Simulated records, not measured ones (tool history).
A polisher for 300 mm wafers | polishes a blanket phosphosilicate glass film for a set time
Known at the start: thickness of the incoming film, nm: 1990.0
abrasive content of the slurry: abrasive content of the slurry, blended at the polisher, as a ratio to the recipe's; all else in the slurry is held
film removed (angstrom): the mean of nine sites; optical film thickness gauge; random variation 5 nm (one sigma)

| run | day | flow of slurry (ml/min) | pressure of the wafer on the pad (kPa) | speed of the pad under the wafer (cm/s) | abrasive content of the slurry | polishing time (s) | film removed (angstrom) |
|---|---|---|---|---|---|---|---|
| 1 | 0 | 270 | 15.9 | 96 | 1 | 41 | 2253.9 |
| 2 | 0.35 | 270 | 18.6 | 96 | 1 | 41 | 2523.1 |
| 3 | 0.55 | 270 | 20.7 | 98 | 1 | 41 | 2879.1 |
| 4 | 0.792 | 270 | 24.1 | 98 | 1 | 41 | 3189.2 |
|  | 0.896 | conditioning disc replaced and pad reconditioned |
| 5 | 0.896 | 270 | 24.1 | 100 | 1 | 41 | 4271.5 |
| 6 | 1.146 | 270 | 24.1 | 110 | 1 | 41 | 4704.8 |
| 7 | 1.183 | 270 | 22.8 | 110 | 1 | 41 | 4322.8 |
| 8 | 1.321 | 270 | 22.1 | 110 | 1 | 41 | 4354 |
| 9 | 1.496 | 270 | 20.7 | 110 | 1 | 41 | 4075.4 |

Forecast run 10:
| 10 | 1.733 | 270 | 20 | 110 | 1 | 41 | ? |

Run 10 gave film removed (angstrom) 3848.9.
